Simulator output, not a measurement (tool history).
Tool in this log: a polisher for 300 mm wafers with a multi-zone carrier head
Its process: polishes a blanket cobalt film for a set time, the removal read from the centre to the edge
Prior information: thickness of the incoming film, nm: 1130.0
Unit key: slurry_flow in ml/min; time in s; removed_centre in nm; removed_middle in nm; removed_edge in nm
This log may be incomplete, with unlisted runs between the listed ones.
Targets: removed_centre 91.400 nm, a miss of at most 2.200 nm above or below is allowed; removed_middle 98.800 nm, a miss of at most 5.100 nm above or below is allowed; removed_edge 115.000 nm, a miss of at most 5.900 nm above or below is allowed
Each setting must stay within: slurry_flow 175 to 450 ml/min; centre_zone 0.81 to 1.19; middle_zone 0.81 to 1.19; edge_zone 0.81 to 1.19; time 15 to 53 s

run 1 hour=0.0 | slurry_flow=290 centre_zone=1.00 middle_zone=1.00 edge_zone=1.00 time=34 | removed_centre=201.730 removed_middle=197.610 removed_edge=206.910
run 2 hour=3.0 | slurry_flow=290 centre_zone=1.00 middle_zone=1.06 edge_zone=1.00 time=34 | removed_centre=202.390 removed_middle=211.000 removed_edge=201.260
run 3 hour=10.7 | slurry_flow=290 centre_zone=1.00 middle_zone=1.02 edge_zone=1.00 time=34 | removed_centre=200.300 removed_middle=206.760 removed_edge=200.220
run 4 hour=12.4 | slurry_flow=285 centre_zone=0.97 middle_zone=0.99 edge_zone=1.00 time=31 | removed_centre=174.900 removed_middle=180.730 removed_edge=177.830
run 5 hour=14.6 | slurry_flow=285 centre_zone=0.97 middle_zone=0.91 edge_zone=1.00 time=31 | removed_centre=177.100 removed_middle=162.870 removed_edge=187.660
run 6 hour=23.5 | slurry_flow=285 centre_zone=0.94 middle_zone=0.91 edge_zone=1.00 time=31 | removed_centre=171.220 removed_middle=166.950 removed_edge=182.290
run 7 hour=25.8 | slurry_flow=275 centre_zone=0.92 middle_zone=0.90 edge_zone=1.03 time=29 | removed_centre=158.410 removed_middle=160.620 removed_edge=176.330
run 8 hour=32.1 | slurry_flow=260 centre_zone=0.91 middle_zone=0.88 edge_zone=1.03 time=27 | removed_centre=144.040 removed_middle=142.950 removed_edge=160.110
run 9 hour=38.2 | slurry_flow=250 centre_zone=0.89 middle_zone=0.87 edge_zone=1.05 time=25 | removed_centre=129.860 removed_middle=128.840 removed_edge=145.450
run 10 hour=39.1 | slurry_flow=245 centre_zone=0.88 middle_zone=0.87 edge_zone=1.07 time=24 | removed_centre=121.190 removed_middle=123.740 removed_edge=144.410
run 11 hour=46.5 | slurry_flow=235 centre_zone=0.87 middle_zone=0.87 edge_zone=1.07 time=23 | removed_centre=115.420 removed_middle=116.290 removed_edge=138.870
run 12 hour=52.9 | slurry_flow=215 centre_zone=0.81 middle_zone=0.91 edge_zone=1.03 time=17 | removed_centre=78.929 removed_middle=90.189 removed_edge=98.276
run 13 hour=54.1 | slurry_flow=235 centre_zone=0.81 middle_zone=0.90 edge_zone=1.04 time=17 | removed_centre=80.228 removed_middle=91.803 removed_edge=100.690
run 14 hour=63.0 | slurry_flow=250 centre_zone=0.82 middle_zone=0.89 edge_zone=1.05 time=17 | removed_centre=81.195 removed_middle=89.489 removed_edge=103.790
run 15 hour=71.6 | slurry_flow=250 centre_zone=0.83 middle_zone=0.90 edge_zone=1.06 time=17 | removed_centre=81.687 removed_middle=91.631 removed_edge=101.950
run 16 hour=75.7 | slurry_flow=255 centre_zone=0.84 middle_zone=0.90 edge_zone=1.08 time=17 | removed_centre=83.995 removed_middle=88.652 removed_edge=104.620
run 17 hour=79.8 | slurry_flow=255 centre_zone=0.83 middle_zone=0.88 edge_zone=1.07 time=18 | removed_centre=86.734 removed_middle=92.882 removed_edge=112.930

Which single option among these 4 for the next run brings every result within its allowed miss of target? Just one does.
run A hour=83.9 | slurry_flow=240 centre_zone=0.88 middle_zone=0.81 edge_zone=1.17 time=18 | removed_centre=? removed_middle=? removed_edge=?
run B hour=83.9 | slurry_flow=340 centre_zone=0.91 middle_zone=0.81 edge_zone=1.13 time=17 | removed_centre=? removed_middle=? removed_edge=?
run C hour=83.9 | slurry_flow=240 centre_zone=0.83 middle_zone=0.88 edge_zone=1.07 time=19 | removed_centre=? removed_middle=? removed_edge=?
run D hour=83.9 | slurry_flow=305 centre_zone=0.82 middle_zone=0.94 edge_zone=1.04 time=18 | removed_centre=? removed_middle=? removed_edge=?

move=A removed_centre=92.419 removed_middle=87.091 removed_edge=113.840
move=B removed_centre=93.295 removed_middle=84.720 removed_edge=108.000
move=C removed_centre=92.008 removed_middle=98.439 removed_edge=114.700
move=D removed_centre=88.179 removed_middle=100.630 removed_edge=108.780
A: brings the result that was furthest off to its target, and leaves another outside
B: brings the result that was furthest off to its target, and leaves another outside
C: each result inside its tolerance
D: better than the last run, though not everything is in spec
Move C is the one to make.
